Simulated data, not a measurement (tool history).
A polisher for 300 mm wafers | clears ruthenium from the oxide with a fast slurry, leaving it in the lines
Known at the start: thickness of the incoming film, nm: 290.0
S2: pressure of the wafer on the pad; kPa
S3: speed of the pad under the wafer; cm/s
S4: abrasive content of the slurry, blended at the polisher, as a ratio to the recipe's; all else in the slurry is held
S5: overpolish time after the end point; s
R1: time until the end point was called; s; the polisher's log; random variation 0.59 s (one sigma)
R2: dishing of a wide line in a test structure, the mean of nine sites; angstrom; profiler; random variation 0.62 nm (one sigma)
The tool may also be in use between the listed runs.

{"run": 1, "hour": 0.0, "flow of slurry (ml/min)": 200, "S2": 20.7, "S3": 102, "S4": 1.0, "S5": 16, "R1": 81.506, "R2": 332.29}
{"run": 2, "hour": 1.6, "flow of slurry (ml/min)": 200, "S2": 23.4, "S3": 106, "S4": 1.0, "S5": 16, "R1": 71.141, "R2": 350.95}
{"run": 3, "hour": 5.6, "flow of slurry (ml/min)": 240, "S2": 23.4, "S3": 106, "S4": 1.0, "S5": 16, "R1": 71.988, "R2": 357.97}
{"run": 4, "hour": 14.6, "flow of slurry (ml/min)": 240, "S2": 25.5, "S3": 112, "S4": 1.0, "S5": 16, "R1": 62.07, "R2": 367.94}
{"run": 5, "hour": 17.9, "flow of slurry (ml/min)": 220, "S2": 25.5, "S3": 112, "S4": 1.0, "S5": 16, "R1": 62.957, "R2": 373.03}
{"run": 6, "hour": 26.3, "flow of slurry (ml/min)": 220, "S2": 25.5, "S3": 128, "S4": 1.0, "S5": 16, "R1": 55.84, "R2": 397.35}
{"run": 7, "hour": 27.3, "flow of slurry (ml/min)": 220, "S2": 26.9, "S3": 130, "S4": 1.0, "S5": 16, "R1": 51.934, "R2": 389.5}
{"run": 8, "hour": 27.9, "flow of slurry (ml/min)": 220, "S2": 28.3, "S3": 132, "S4": 1.0, "S5": 17, "R1": 51.005, "R2": 415.77}
{"run": 9, "hour": 31.3, "flow of slurry (ml/min)": 220, "S2": 29.0, "S3": 136, "S4": 1.0, "S5": 17, "R1": 47.328, "R2": 425.72}
{"run": 10, "hour": 39.9, "flow of slurry (ml/min)": 220, "S2": 29.6, "S3": 138, "S4": 1.0, "S5": 17, "R1": 46.873, "R2": 424.01}
{"run": 11, "hour": 42.9, "flow of slurry (ml/min)": 220, "S2": 30.3, "S3": 140, "S4": 1.0, "S5": 17, "R1": 44.923, "R2": 427.98}

Forecast run 12:
{"run": 12, "hour": 44.3, "flow of slurry (ml/min)": 220, "S2": 31.0, "S3": 142, "S4": 1.0, "S5": 17, "R1": "?", "R2": "?"}

{"run 12": {"R1": 42.736, "R2": 430.22}}

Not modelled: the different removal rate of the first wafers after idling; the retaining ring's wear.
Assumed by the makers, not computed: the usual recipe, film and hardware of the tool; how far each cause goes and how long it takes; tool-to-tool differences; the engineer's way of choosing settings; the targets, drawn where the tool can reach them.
